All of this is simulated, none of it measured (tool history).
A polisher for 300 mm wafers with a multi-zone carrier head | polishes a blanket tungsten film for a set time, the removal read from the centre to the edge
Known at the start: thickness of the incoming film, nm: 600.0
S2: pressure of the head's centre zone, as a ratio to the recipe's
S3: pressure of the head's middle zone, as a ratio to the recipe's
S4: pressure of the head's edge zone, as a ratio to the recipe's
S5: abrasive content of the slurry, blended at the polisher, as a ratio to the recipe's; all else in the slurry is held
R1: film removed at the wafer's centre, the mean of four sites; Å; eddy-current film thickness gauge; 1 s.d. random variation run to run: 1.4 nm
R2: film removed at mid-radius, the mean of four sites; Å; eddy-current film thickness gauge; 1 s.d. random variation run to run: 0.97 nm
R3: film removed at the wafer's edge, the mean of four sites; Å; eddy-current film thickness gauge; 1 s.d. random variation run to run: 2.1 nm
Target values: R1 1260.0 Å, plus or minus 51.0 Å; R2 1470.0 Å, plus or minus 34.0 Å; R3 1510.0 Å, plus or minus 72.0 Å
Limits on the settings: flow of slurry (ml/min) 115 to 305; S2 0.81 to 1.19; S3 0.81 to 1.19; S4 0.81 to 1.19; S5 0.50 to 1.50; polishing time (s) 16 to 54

run 1 day=0.000 | flow_of_slurry_(ml/min)=195 S2=1.00 S3=1.00 S4=1.00 S5=1.00 polishing_time_(s)=35 | R1=2375.7 R2=2316.8 R3=2270.2
run 2 day=0.121 | flow_of_slurry_(ml/min)=195 S2=1.00 S3=1.00 S4=1.00 S5=0.85 polishing_time_(s)=35 | R1=2252.7 R2=2211.2 R3=2214.3
run 3 day=0.242 | flow_of_slurry_(ml/min)=195 S2=1.00 S3=1.00 S4=1.00 S5=0.85 polishing_time_(s)=42 | R1=2674.1 R2=2685.2 R3=2638.3
run 4 day=0.471 | flow_of_slurry_(ml/min)=190 S2=0.98 S3=1.00 S4=0.99 S5=0.80 polishing_time_(s)=40 | R1=2497.9 R2=2496.4 R3=2490.0
run 5 day=0.729 | flow_of_slurry_(ml/min)=190 S2=0.96 S3=1.01 S4=0.99 S5=0.75 polishing_time_(s)=38 | R1=2268.6 R2=2384.7 R3=2315.5
run 6 day=0.858 | flow_of_slurry_(ml/min)=185 S2=0.94 S3=1.00 S4=0.99 S5=0.70 polishing_time_(s)=36 | R1=2060.0 R2=2187.2 R3=2104.7
run 7 day=1.071 | flow_of_slurry_(ml/min)=180 S2=0.92 S3=0.99 S4=1.01 S5=0.65 polishing_time_(s)=35 | R1=1949.5 R2=2054.4 R3=2059.3
run 8 day=1.267 | flow_of_slurry_(ml/min)=175 S2=0.91 S3=0.99 S4=1.02 S5=0.65 polishing_time_(s)=34 | R1=1843.0 R2=2000.6 R3=2058.0
run 9 day=1.433 | flow_of_slurry_(ml/min)=170 S2=0.90 S3=0.98 S4=1.01 S5=0.65 polishing_time_(s)=33 | R1=1784.3 R2=1918.7 R3=1930.8
run 10 day=1.704 | flow_of_slurry_(ml/min)=135 S2=0.81 S3=0.97 S4=1.09 S5=0.50 polishing_time_(s)=25 | R1=1114.9 R2=1337.2 R3=1428.6
run 11 day=1.862 | flow_of_slurry_(ml/min)=145 S2=0.81 S3=0.97 S4=1.09 S5=0.50 polishing_time_(s)=25 | R1=1110.6 R2=1349.0 R3=1432.7
run 12 day=2.162 | flow_of_slurry_(ml/min)=155 S2=0.82 S3=0.97 S4=1.09 S5=0.50 polishing_time_(s)=25 | R1=1175.7 R2=1356.3 R3=1428.4
run 13 day=2.279 | flow_of_slurry_(ml/min)=155 S2=0.82 S3=0.97 S4=1.09 S5=0.50 polishing_time_(s)=25 | R1=1155.3 R2=1358.6 R3=1432.1
run 14 day=2.371 | flow_of_slurry_(ml/min)=160 S2=0.82 S3=0.97 S4=1.09 S5=0.50 polishing_time_(s)=25 | R1=1147.0 R2=1359.4 R3=1448.0
run 15 day=2.558 | flow_of_slurry_(ml/min)=165 S2=0.83 S3=0.98 S4=1.09 S5=0.50 polishing_time_(s)=25 | R1=1154.7 R2=1376.6 R3=1436.7
run 16 day=2.667 | flow_of_slurry_(ml/min)=170 S2=0.84 S3=0.98 S4=1.09 S5=0.50 polishing_time_(s)=25 | R1=1165.0 R2=1385.9 R3=1474.8
run 17 day=2.875 | flow_of_slurry_(ml/min)=170 S2=0.84 S3=0.98 S4=1.09 S5=0.50 polishing_time_(s)=25 | R1=1201.9 R2=1371.5 R3=1490.5
run 18 day=3.000 | flow_of_slurry_(ml/min)=175 S2=0.84 S3=0.99 S4=1.08 S5=0.50 polishing_time_(s)=25 | R1=1190.6 R2=1407.5 R3=1441.5

Which single option among these 5 for the next run brings every result within its allowed miss of target? Just one does.
run A day=3.125 | flow_of_slurry_(ml/min)=170 S2=0.81 S3=1.02 S4=1.09 S5=0.50 polishing_time_(s)=24 | R1=? R2=? R3=?
run B day=3.125 | flow_of_slurry_(ml/min)=175 S2=0.91 S3=0.93 S4=1.07 S5=0.55 polishing_time_(s)=26 | R1=? R2=? R3=?
run C day=3.125 | flow_of_slurry_(ml/min)=150 S2=0.87 S3=0.95 S4=1.11 S5=0.50 polishing_time_(s)=26 | R1=? R2=? R3=?
run D day=3.125 | flow_of_slurry_(ml/min)=195 S2=0.90 S3=1.03 S4=0.94 S5=0.50 polishing_time_(s)=25 | R1=? R2=? R3=?
run E day=3.125 | flow_of_slurry_(ml/min)=120 S2=0.85 S3=0.99 S4=1.05 S5=0.50 polishing_time_(s)=27 | R1=? R2=? R3=?

move=A R1=1126.4 R2=1367.1 R3=1419.8
move=B R1=1403.2 R2=1403.7 R3=1559.1
move=C R1=1292.0 R2=1378.6 R3=1539.0
move=D R1=1325.4 R2=1455.2 R3=1390.2
move=E R1=1276.2 R2=1446.0 R3=1526.8
A: the biggest miss grows against the last run
B: the biggest miss grows against the last run
C: the biggest miss grows against the last run
D: brings the result that was furthest off to its target, and leaves another outside
E: all results in spec
So the answer is move E, the one that meets all the targets.

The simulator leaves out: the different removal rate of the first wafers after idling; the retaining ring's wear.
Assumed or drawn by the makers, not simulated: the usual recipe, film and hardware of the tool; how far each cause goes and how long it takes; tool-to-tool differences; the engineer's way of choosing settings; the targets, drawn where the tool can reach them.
